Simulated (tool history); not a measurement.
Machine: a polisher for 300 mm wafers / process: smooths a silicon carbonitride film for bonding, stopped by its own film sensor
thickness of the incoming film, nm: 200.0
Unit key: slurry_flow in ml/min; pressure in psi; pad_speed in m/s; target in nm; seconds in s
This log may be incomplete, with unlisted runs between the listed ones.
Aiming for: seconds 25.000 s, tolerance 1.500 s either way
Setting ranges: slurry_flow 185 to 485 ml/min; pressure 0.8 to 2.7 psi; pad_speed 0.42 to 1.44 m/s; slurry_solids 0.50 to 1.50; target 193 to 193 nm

Run 1, hour 0.0: slurry_flow 310 ml/min, pressure 1.7 psi, pad_speed 0.92 m/s, slurry_solids 1.00, target 193 nm. Result: seconds 39.897 s.
Run 2, hour 6.9: slurry_flow 310 ml/min, pressure 1.7 psi, pad_speed 0.78 m/s, slurry_solids 1.00, target 193 nm. Result: seconds 46.092 s.
Run 3, hour 9.9: slurry_flow 310 ml/min, pressure 2.0 psi, pad_speed 0.78 m/s, slurry_solids 1.00, target 193 nm. Result: seconds 42.371 s.
Run 4, hour 17.4: slurry_flow 310 ml/min, pressure 2.1 psi, pad_speed 0.84 m/s, slurry_solids 1.00, target 193 nm. Result: seconds 37.178 s.
Run 5, hour 25.5: slurry_flow 310 ml/min, pressure 2.2 psi, pad_speed 0.88 m/s, slurry_solids 1.00, target 193 nm. Result: seconds 34.969 s.
Run 6, hour 31.7: slurry_flow 310 ml/min, pressure 2.2 psi, pad_speed 0.88 m/s, slurry_solids 1.15, target 193 nm. Result: seconds 32.552 s.
Run 7, hour 33.7: slurry_flow 310 ml/min, pressure 2.3 psi, pad_speed 0.90 m/s, slurry_solids 1.15, target 193 nm. Result: seconds 30.057 s.
Run 8, hour 37.7: slurry_flow 310 ml/min, pressure 2.6 psi, pad_speed 0.92 m/s, slurry_solids 1.15, target 193 nm. Result: seconds 28.334 s.
Run 9, hour 40.1: slurry_flow 310 ml/min, pressure 2.6 psi, pad_speed 0.94 m/s, slurry_solids 1.15, target 193 nm. Result: seconds 27.523 s.
Run 10, hour 45.8: slurry_flow 310 ml/min, pressure 2.6 psi, pad_speed 0.96 m/s, slurry_solids 1.15, target 193 nm. Result: seconds 27.189 s.
Run 11, hour 47.5: slurry_flow 310 ml/min, pressure 2.6 psi, pad_speed 0.98 m/s, slurry_solids 1.15, target 193 nm. Result: seconds 26.869 s.

Next run, 4 choices. One meets every target within its allowed miss, the rest don't. Which?
Run A, hour 49.2: slurry_flow 345 ml/min, pressure 2.7 psi, pad_speed 0.90 m/s, slurry_solids 1.05, target 193 nm. Result: seconds ?.
Run B, hour 49.2: slurry_flow 365 ml/min, pressure 2.5 psi, pad_speed 1.12 m/s, slurry_solids 1.05, target 193 nm. Result: seconds ?.
Run C, hour 49.2: slurry_flow 310 ml/min, pressure 2.4 psi, pad_speed 0.94 m/s, slurry_solids 1.20, target 193 nm. Result: seconds ?.
Run D, hour 49.2: slurry_flow 335 ml/min, pressure 2.6 psi, pad_speed 0.86 m/s, slurry_solids 1.15, target 193 nm. Result: seconds ?.

move  seconds
   A   28.609
   B   25.625
   C   28.910
   D   29.376
A: misses by more than the last run did
B: each result inside its tolerance
C: misses by more than the last run did
D: misses by more than the last run did
Answer: B
